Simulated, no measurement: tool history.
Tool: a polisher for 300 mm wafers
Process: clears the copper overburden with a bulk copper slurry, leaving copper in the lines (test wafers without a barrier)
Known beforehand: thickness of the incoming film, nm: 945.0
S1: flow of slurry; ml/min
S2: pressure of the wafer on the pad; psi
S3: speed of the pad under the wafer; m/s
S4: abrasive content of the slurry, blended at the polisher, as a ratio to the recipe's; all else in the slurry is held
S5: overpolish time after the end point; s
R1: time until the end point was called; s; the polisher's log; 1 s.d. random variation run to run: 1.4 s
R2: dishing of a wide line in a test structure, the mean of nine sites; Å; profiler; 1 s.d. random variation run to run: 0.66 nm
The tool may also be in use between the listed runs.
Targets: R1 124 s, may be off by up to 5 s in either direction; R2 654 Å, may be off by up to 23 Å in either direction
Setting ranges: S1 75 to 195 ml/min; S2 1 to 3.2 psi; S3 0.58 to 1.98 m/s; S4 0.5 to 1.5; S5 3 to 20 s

run 1 day=0 | S1=125 S2=2.1 S3=1.28 S4=1 S5=10 | R1=106.66 R2=614.08
run 2 day=0.283 | S1=115 S2=2.1 S3=1.28 S4=1 S5=10 | R1=108.73 R2=580.13
run 3 day=0.346 | S1=115 S2=2.1 S3=1.28 S4=0.9 S5=10 | R1=111.05 R2=588.14
run 4 day=0.658 | S1=115 S2=1.8 S3=1.28 S4=0.9 S5=10 | R1=126.17 R2=516.15
run 5 day=0.838 | S1=120 S2=1.8 S3=1.28 S4=0.9 S5=11 | R1=125.7 R2=556.56
-- day=1.208 slurry nozzle cleaned
run 6 day=1.208 | S1=120 S2=1.8 S3=1.28 S4=0.9 S5=14 | R1=118.43 R2=691.67
run 7 day=1.404 | S1=115 S2=1.8 S3=1.28 S4=0.9 S5=14 | R1=119.66 R2=683.1
run 8 day=1.488 | S1=110 S2=1.8 S3=1.28 S4=0.9 S5=14 | R1=121.72 R2=693.43

Pick the move, out of 5, that brings all results within their allowed miss; only one does.
run A day=1.571 | S1=120 S2=1.7 S3=1.38 S4=1 S5=16 | R1=? R2=?
run B day=1.571 | S1=130 S2=1.8 S3=1.18 S4=1 S5=16 | R1=? R2=?
run C day=1.571 | S1=135 S2=1.7 S3=1.28 S4=1.1 S5=15 | R1=? R2=?
run D day=1.571 | S1=125 S2=1.5 S3=1.38 S4=1.05 S5=14 | R1=? R2=?
run E day=1.571 | S1=105 S2=2 S3=1.08 S4=1.15 S5=17 | R1=? R2=?

move=A R1=115.18 R2=773.76
move=B R1=125.19 R2=739.21
move=C R1=118.62 R2=728.97
move=D R1=125.46 R2=661.19
move=E R1=124.15 R2=782.98
A: the biggest miss grows against the last run
B: the biggest miss grows against the last run
C: the biggest miss grows against the last run
D: meets every target
E: the biggest miss grows against the last run
The move that meets every target is D.

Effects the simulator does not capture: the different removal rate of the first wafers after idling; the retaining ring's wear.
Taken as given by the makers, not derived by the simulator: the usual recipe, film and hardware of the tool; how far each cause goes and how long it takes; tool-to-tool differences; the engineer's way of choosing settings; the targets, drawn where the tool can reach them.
